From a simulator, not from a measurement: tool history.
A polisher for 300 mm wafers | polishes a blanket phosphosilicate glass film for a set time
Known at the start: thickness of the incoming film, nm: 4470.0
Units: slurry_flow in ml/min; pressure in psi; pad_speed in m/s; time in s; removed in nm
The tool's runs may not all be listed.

run,hour,slurry_flow,pressure,pad_speed,slurry_solids,time,removed
1,0.0,235,4.0,1.14,1.0,94,1217.1
2,3.7,195,4.0,1.14,1.0,94,1196.1
3,10.1,195,4.6,1.16,1.0,94,1382.0
4,15.9,195,5.0,1.18,1.0,94,1498.4
5,20.6,195,4.3,1.18,1.0,94,1338.7
6,24.2,195,4.8,1.22,1.0,94,1505.0

Forecast run 7:
7,27.5,195,5.9,1.34,1.0,94,?

removed: 1978.3 nm
